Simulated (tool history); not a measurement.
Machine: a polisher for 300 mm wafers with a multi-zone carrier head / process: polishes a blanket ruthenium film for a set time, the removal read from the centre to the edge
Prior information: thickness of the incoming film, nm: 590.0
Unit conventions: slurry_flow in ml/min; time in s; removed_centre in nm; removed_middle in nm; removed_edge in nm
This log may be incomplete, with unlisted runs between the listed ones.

run	hour	slurry_flow	centre_zone	middle_zone	edge_zone	time	removed_centre	removed_middle	removed_edge
1	0.0	135	1.00	1.00	1.00	45	51.269	51.926	50.674
2	6.7	140	1.01	1.02	1.01	46	52.326	54.376	51.849
3	15.5	140	1.01	1.02	1.08	46	52.451	53.679	53.861
4	16.8	145	1.02	1.04	1.08	47	54.972	56.893	57.313
5	24.3	145	1.02	1.04	1.01	47	55.487	57.009	55.006
# hour 33.3: edge zone pressure recalibrated
6	33.3	145	0.97	1.04	1.01	47	51.994	57.426	51.746
7	39.6	150	0.99	1.05	1.00	47	53.014	58.374	51.627

For run 8, what comes out?
8	47.8	155	1.01	1.06	1.00	48	?	?	?

removed_centre: 57.093 nm
removed_middle: 59.522 nm
removed_edge: 52.348 nm
